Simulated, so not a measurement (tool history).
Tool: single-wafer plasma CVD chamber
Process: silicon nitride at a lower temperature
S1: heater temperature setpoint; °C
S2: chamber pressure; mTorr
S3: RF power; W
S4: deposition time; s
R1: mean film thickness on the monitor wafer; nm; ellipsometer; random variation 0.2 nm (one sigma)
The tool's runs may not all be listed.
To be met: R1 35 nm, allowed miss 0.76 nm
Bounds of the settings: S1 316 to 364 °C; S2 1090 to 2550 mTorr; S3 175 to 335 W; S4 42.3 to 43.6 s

| run | hour | S1 | S2 | S3 | S4 | R1 |
|---|---|---|---|---|---|---|
| 1 | 0 | 340 | 1820 | 255 | 42.3 | 46.976 |
| 2 | 6.2 | 340 | 1700 | 240 | 42.3 | 43.435 |
| 3 | 7.9 | 336 | 1700 | 240 | 42.3 | 43.584 |
| 4 | 9 | 330 | 1700 | 240 | 42.3 | 43.269 |
| 5 | 14.4 | 330 | 1700 | 240 | 43.6 | 44.838 |
| 6 | 21.2 | 330 | 1600 | 230 | 43.5 | 41.599 |
| 7 | 27.9 | 330 | 1510 | 225 | 43.5 | 40.232 |
| 8 | 31.1 | 330 | 1430 | 225 | 43.5 | 38.833 |
| 9 | 37.7 | 330 | 1090 | 215 | 43.4 | 31.904 |
| 10 | 39 | 330 | 1130 | 215 | 43.4 | 32.681 |
| 11 | 47.5 | 330 | 1160 | 215 | 43.4 | 33.089 |
| 12 | 49 | 330 | 1190 | 215 | 43.4 | 33.885 |
| 13 | 53.1 | 330 | 1200 | 215 | 43.4 | 34 |
| 14 | 61.4 | 330 | 1210 | 215 | 43.4 | 34.03 |
| 15 | 69.3 | 330 | 1220 | 215 | 43.4 | 33.949 |

Which of these 5 next moves meets every target?
| A | 77.2 | 334 | 1110 | 220 | 43.6 | ? |
| B | 77.2 | 327 | 1150 | 220 | 42.3 | ? |
| C | 77.2 | 332 | 1330 | 200 | 43.6 | ? |
| D | 77.2 | 335 | 1190 | 220 | 43.6 | ? |
| E | 77.2 | 332 | 1150 | 220 | 42.3 | ? |

| move | R1 |
|---|---|
| A | 32.954 |
| B | 32.773 |
| C | 33.011 |
| D | 34.374 |
| E | 32.713 |
A: further off than the last run
B: further off than the last run
C: further off than the last run
D: meets every target
E: further off than the last run
The right move is D.

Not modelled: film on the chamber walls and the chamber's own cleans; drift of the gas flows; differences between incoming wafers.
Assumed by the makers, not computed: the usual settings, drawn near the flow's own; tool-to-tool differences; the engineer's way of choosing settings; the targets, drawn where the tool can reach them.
